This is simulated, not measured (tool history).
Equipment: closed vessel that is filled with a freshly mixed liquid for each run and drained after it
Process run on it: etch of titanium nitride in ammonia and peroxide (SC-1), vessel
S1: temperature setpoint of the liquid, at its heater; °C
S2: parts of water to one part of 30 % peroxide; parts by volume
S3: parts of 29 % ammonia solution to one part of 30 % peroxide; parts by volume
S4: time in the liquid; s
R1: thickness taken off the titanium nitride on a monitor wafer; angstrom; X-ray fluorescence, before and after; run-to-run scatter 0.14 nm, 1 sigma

run 1 hour=0.0 | S1=56.0 S2=10.0 S3=0.40 S4=165 | R1=100.47
run 2 hour=3.0 | S1=56.0 S2=10.0 S3=0.40 S4=175 | R1=106.71
run 3 hour=6.7 | S1=56.0 S2=10.0 S3=0.50 S4=175 | R1=111.01
run 4 hour=13.6 | S1=56.0 S2=10.0 S3=0.65 S4=175 | R1=116.17
run 5 hour=15.3 | S1=56.0 S2=7.5 S3=0.65 S4=175 | R1=135.00
run 6 hour=24.1 | S1=57.5 S2=7.5 S3=0.65 S4=175 | R1=148.11

What will run 7 give?
run 7 hour=30.1 | S1=58.5 S2=7.5 S3=0.65 S4=175 | R1=?

Run 7 measured R1 158.23 angstrom.
